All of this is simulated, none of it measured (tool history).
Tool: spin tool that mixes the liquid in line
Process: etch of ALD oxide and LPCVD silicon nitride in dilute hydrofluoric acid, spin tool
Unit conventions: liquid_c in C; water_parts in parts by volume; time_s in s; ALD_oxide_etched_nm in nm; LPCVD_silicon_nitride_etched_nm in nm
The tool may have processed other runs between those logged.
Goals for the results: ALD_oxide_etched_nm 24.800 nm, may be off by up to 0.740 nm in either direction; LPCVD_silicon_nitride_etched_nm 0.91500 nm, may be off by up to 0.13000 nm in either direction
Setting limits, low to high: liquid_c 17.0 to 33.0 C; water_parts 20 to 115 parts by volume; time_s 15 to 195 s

run,day,liquid_c,water_parts,time_s,ALD_oxide_etched_nm,LPCVD_silicon_nitride_etched_nm
1,0.000,25.0,65,100,21.977,0.87290
2,0.242,25.0,80,100,17.240,0.65564
3,0.517,25.5,80,100,17.872,0.67618
4,0.729,26.0,80,100,18.043,0.77212
5,0.788,26.0,70,100,20.935,0.85068
6,1.046,29.5,70,100,23.854,1.04910
7,1.167,29.0,70,100,23.348,1.00190
8,1.371,28.5,70,100,22.826,0.98700

Exactly one of the 4 candidate moves below puts every result within its allowed miss. Which one?
A,1.575,24.0,60,110,?,?
B,1.575,30.5,75,90,?,?
C,1.575,30.5,80,95,?,?
D,1.575,33.0,70,75,?,?

move,ALD_oxide_etched_nm,LPCVD_silicon_nitride_etched_nm
A,24.837,0.97245
B,20.580,0.97471
C,20.215,0.96447
D,20.355,1.01850
A: every result within its allowed miss
B: its largest miss is bigger than the last run's
C: its largest miss is bigger than the last run's
D: its largest miss is bigger than the last run's
Go with A: it meets all targets.
